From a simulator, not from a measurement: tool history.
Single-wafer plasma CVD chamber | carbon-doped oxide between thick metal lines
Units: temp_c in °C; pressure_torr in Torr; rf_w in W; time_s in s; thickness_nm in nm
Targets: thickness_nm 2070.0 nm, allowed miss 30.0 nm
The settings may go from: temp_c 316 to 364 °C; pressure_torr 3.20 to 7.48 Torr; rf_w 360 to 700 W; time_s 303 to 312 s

run	hour	temp_c	pressure_torr	rf_w	time_s	thickness_nm
1	0.0	340	5.34	530	303	1651.1
2	2.3	338	5.54	545	303	1719.9
3	5.9	336	5.75	550	303	1753.9
4	13.1	346	5.75	550	303	1704.9
5	20.6	344	5.95	555	303	1739.7
6	25.5	342	6.13	560	303	1776.2
7	31.7	340	6.29	565	303	1790.4
8	37.7	340	6.29	565	303	1787.8
9	39.6	339	6.43	575	303	1833.4
10	46.9	338	6.55	580	303	1848.1
11	52.9	326	7.48	640	304	2107.6
12	59.9	326	7.45	640	304	2102.7
13	66.4	326	7.43	640	304	2102.6
14	70.5	326	7.41	640	304	2110.1
15	76.2	326	7.38	640	304	2110.0

4 next moves are on the table. One of them brings every result within its allowed miss. Which?
A	81.9	318	7.06	600	303	?
B	81.9	330	7.13	620	304	?
C	81.9	320	7.48	590	312	?
D	81.9	330	6.78	660	309	?

move	thickness_nm
A	2034.6
B	2025.9
C	2064.9
D	2153.2
A: takes the result that was furthest off past its target
B: takes the result that was furthest off past its target
C: meets every target
D: further off than the last run
The right move is C.
